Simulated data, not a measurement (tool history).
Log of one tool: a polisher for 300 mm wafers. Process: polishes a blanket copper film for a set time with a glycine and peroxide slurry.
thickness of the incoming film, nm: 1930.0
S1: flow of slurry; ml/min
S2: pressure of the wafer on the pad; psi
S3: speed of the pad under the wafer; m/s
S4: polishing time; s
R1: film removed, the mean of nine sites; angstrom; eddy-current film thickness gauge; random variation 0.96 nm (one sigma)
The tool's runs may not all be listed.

Run 1, hour 0: S1 300 ml/min, S2 1.6 psi, S3 1.22 m/s, S4 43 s. Result: R1 1786.5 angstrom.
Run 2, hour 1.4: S1 300 ml/min, S2 1.6 psi, S3 1.22 m/s, S4 39 s. Result: R1 1613.6 angstrom.
Run 3, hour 2.8: S1 300 ml/min, S2 1.6 psi, S3 0.92 m/s, S4 39 s. Result: R1 1352.8 angstrom.
Run 4, hour 5.5: S1 300 ml/min, S2 1.6 psi, S3 0.92 m/s, S4 43 s. Result: R1 1499.6 angstrom.
Run 5, hour 13.4: S1 300 ml/min, S2 1.6 psi, S3 0.92 m/s, S4 39 s. Result: R1 1355.8 angstrom.
Run 6, hour 19.2: S1 300 ml/min, S2 1.6 psi, S3 0.76 m/s, S4 39 s. Result: R1 1237.4 angstrom.

Run 7 comes next. What will it give?
Run 7, hour 25.4: S1 305 ml/min, S2 1.7 psi, S3 0.76 m/s, S4 39 s. Result: R1 ?.

Run 7 gave R1 1284.4 angstrom.
